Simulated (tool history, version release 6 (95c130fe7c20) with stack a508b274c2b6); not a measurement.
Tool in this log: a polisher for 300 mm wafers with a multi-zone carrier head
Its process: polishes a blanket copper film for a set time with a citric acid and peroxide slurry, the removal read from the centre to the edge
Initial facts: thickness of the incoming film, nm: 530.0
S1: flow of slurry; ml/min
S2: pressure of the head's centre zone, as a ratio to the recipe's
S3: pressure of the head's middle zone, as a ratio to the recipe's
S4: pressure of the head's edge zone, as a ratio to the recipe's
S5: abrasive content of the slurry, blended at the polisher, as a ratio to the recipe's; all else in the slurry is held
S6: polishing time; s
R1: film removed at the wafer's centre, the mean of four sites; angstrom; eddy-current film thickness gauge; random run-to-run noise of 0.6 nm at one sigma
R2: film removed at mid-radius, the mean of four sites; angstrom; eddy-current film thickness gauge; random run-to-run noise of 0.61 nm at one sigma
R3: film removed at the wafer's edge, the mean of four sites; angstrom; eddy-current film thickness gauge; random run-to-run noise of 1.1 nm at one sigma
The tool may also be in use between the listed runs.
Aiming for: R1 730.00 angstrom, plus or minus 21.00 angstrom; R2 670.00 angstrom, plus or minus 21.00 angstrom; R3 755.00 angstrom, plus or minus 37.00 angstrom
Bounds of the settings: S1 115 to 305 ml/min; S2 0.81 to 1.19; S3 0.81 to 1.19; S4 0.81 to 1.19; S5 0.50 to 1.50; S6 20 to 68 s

run 1 hour=0.0 | S1=195 S2=1.00 S3=1.00 S4=1.00 S5=1.00 S6=44 | R1=1361.50 R2=1352.50 R3=1354.80
run 2 hour=3.1 | S1=185 S2=0.98 S3=0.95 S4=0.98 S5=0.85 S6=39 | R1=1160.50 R2=1086.60 R3=1135.60
run 3 hour=6.4 | S1=185 S2=0.98 S3=0.98 S4=0.98 S5=0.85 S6=39 | R1=1154.50 R2=1139.90 R3=1138.60
run 4 hour=8.0 | S1=185 S2=0.98 S3=0.98 S4=1.06 S5=0.85 S6=39 | R1=1137.00 R2=1116.00 R3=1186.80
run 5 hour=11.6 | S1=175 S2=0.95 S3=0.94 S4=1.03 S5=0.75 S6=35 | R1=994.36 R2=952.57 R3=1038.90
run 6 hour=13.6 | S1=170 S2=0.92 S3=0.91 S4=1.00 S5=0.65 S6=33 | R1=856.18 R2=855.77 R3=914.06
run 7 hour=21.2 | S1=160 S2=0.92 S3=0.88 S4=0.99 S5=0.60 S6=32 | R1=824.38 R2=797.86 R3=874.91
run 8 hour=29.7 | S1=155 S2=0.92 S3=0.86 S4=0.98 S5=0.55 S6=31 | R1=795.11 R2=748.35 R3=853.05
run 9 hour=37.8 | S1=150 S2=0.92 S3=0.85 S4=0.95 S5=0.55 S6=30 | R1=756.41 R2=712.41 R3=819.58
run 10 hour=45.9 | S1=155 S2=0.93 S3=0.85 S4=0.92 S5=0.55 S6=30 | R1=764.79 R2=708.74 R3=789.14
run 11 hour=51.2 | S1=150 S2=0.93 S3=0.84 S4=0.91 S5=0.55 S6=30 | R1=772.67 R2=715.01 R3=792.87
run 12 hour=56.2 | S1=145 S2=0.93 S3=0.83 S4=0.90 S5=0.55 S6=30 | R1=770.50 R2=696.26 R3=783.21

Next run, 4 choices. One meets every target within its allowed miss, the rest don't. Which?
run A hour=61.2 | S1=130 S2=1.05 S3=0.84 S4=0.81 S5=0.55 S6=29 | R1=? R2=? R3=?
run B hour=61.2 | S1=155 S2=0.97 S3=0.81 S4=0.91 S5=0.55 S6=30 | R1=? R2=? R3=?
run C hour=61.2 | S1=140 S2=0.94 S3=0.93 S4=0.89 S5=0.55 S6=29 | R1=? R2=? R3=?
run D hour=61.2 | S1=175 S2=0.94 S3=0.85 S4=0.96 S5=0.60 S6=27 | R1=? R2=? R3=?

move=A R1=827.19 R2=666.13 R3=700.57
move=B R1=815.48 R2=688.21 R3=779.41
move=C R1=750.74 R2=733.91 R3=736.16
move=D R1=733.01 R2=662.57 R3=735.59
A: lands further from the targets than the last run did
B: lands further from the targets than the last run did
C: gets the furthest-off result to its target, but another result is out of tolerance
D: each result inside its tolerance
The move that meets every target is D.

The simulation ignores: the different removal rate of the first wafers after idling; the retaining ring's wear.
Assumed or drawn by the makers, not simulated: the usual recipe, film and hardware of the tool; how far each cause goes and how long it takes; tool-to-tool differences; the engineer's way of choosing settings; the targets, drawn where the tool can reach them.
